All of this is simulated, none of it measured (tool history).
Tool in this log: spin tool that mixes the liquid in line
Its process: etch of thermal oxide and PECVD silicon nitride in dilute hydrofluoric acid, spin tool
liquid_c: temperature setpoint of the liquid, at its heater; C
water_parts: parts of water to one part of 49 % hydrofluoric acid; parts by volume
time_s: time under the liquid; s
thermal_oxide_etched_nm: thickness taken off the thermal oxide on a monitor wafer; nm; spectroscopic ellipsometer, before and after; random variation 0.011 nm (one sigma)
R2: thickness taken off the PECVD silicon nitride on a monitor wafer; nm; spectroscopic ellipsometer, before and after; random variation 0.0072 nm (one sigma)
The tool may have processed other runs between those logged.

run 1 hour=0 | liquid_c=23 water_parts=225 time_s=180 | thermal_oxide_etched_nm=2.7521 R2=1.4614
run 2 hour=4.7 | liquid_c=23 water_parts=285 time_s=180 | thermal_oxide_etched_nm=2.0213 R2=1.1653
run 3 hour=9.8 | liquid_c=23 water_parts=285 time_s=150 | thermal_oxide_etched_nm=1.6812 R2=0.97563
run 4 hour=11.3 | liquid_c=22.5 water_parts=290 time_s=145 | thermal_oxide_etched_nm=1.5458 R2=0.90355
run 5 hour=17.5 | liquid_c=22 water_parts=295 time_s=140 | thermal_oxide_etched_nm=1.4686 R2=0.8201
-- hour=21.4 hydrofluoric acid flow meter replaced
run 6 hour=21.4 | liquid_c=20.5 water_parts=295 time_s=140 | thermal_oxide_etched_nm=1.4744 R2=0.80221
run 7 hour=24.1 | liquid_c=20.5 water_parts=295 time_s=140 | thermal_oxide_etched_nm=1.5183 R2=0.78006
run 8 hour=27.8 | liquid_c=17 water_parts=385 time_s=130 | thermal_oxide_etched_nm=0.8552 R2=0.47816

Run 9 is up next; what results do you expect?
run 9 hour=36.4 | liquid_c=17 water_parts=380 time_s=125 | thermal_oxide_etched_nm=? R2=?

Run 9 measured thermal_oxide_etched_nm 0.85387 nm, R2 0.45983 nm.
